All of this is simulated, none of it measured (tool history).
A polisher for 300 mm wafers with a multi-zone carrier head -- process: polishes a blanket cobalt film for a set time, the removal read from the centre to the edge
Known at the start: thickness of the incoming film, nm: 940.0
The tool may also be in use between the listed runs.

run,hour,flow of slurry (ml/min),pressure of the head's centre zone,pressure of the head's middle zone,pressure of the head's edge zone,polishing time (s),film removed at the wafer's centre (angstrom),film removed at mid-radius (angstrom),film removed at the wafer's edge (angstrom)
1,0.0,210,1.00,1.00,1.00,50,3223.9,3467.1,3461.4
2,8.2,200,0.99,0.96,0.96,48,2965.3,3173.4,3255.5
3,12.2,200,1.05,0.96,0.96,48,3165.6,3153.2,3224.5
4,13.8,195,1.04,0.94,0.93,46,3039.4,2951.9,3091.5
5,17.7,195,1.04,0.94,0.86,46,2942.7,2946.9,2999.7
6,18.9,145,1.04,0.94,0.86,46,2756.5,2789.1,2845.1
7,22.2,130,1.01,0.86,0.83,43,2481.0,2381.8,2614.8

The next listed run, before its measurement:
8,26.1,135,1.01,0.87,0.83,43,?,?,?

Run 8 gave film removed at the wafer's centre (angstrom) 2508.3, film removed at mid-radius (angstrom) 2392.4, film removed at the wafer's edge (angstrom) 2603.1.
